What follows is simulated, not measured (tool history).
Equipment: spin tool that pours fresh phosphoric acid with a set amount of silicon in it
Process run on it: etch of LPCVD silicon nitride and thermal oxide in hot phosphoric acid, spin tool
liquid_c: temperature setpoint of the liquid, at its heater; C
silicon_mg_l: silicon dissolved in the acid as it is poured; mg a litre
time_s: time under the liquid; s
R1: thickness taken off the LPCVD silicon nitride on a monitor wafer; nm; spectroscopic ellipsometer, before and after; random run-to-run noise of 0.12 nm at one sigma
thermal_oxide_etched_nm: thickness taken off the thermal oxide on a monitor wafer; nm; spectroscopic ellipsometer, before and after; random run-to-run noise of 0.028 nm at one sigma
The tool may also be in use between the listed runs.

run 1 day=0.000 | liquid_c=162.0 silicon_mg_l=15.0 time_s=180 | R1=15.335 thermal_oxide_etched_nm=0.42906
run 2 day=0.329 | liquid_c=162.0 silicon_mg_l=15.0 time_s=240 | R1=20.497 thermal_oxide_etched_nm=0.56393
run 3 day=0.638 | liquid_c=162.5 silicon_mg_l=17.0 time_s=245 | R1=21.411 thermal_oxide_etched_nm=0.62258
run 4 day=0.925 | liquid_c=163.0 silicon_mg_l=17.0 time_s=245 | R1=21.823 thermal_oxide_etched_nm=0.62490
run 5 day=1.175 | liquid_c=163.0 silicon_mg_l=17.0 time_s=210 | R1=18.664 thermal_oxide_etched_nm=0.49346
run 6 day=1.388 | liquid_c=164.0 silicon_mg_l=17.0 time_s=210 | R1=19.304 thermal_oxide_etched_nm=0.57260
run 7 day=1.754 | liquid_c=164.0 silicon_mg_l=19.0 time_s=215 | R1=19.817 thermal_oxide_etched_nm=0.53244
run 8 day=1.962 | liquid_c=164.5 silicon_mg_l=20.5 time_s=220 | R1=20.631 thermal_oxide_etched_nm=0.55823
run 9 day=2.046 | liquid_c=164.5 silicon_mg_l=22.0 time_s=225 | R1=20.947 thermal_oxide_etched_nm=0.57973

Run 10 comes next. What will it give?
run 10 day=2.383 | liquid_c=164.5 silicon_mg_l=23.5 time_s=230 | R1=? thermal_oxide_etched_nm=?

{"run 10": {"R1": 21.292, "thermal_oxide_etched_nm": 0.52347}}
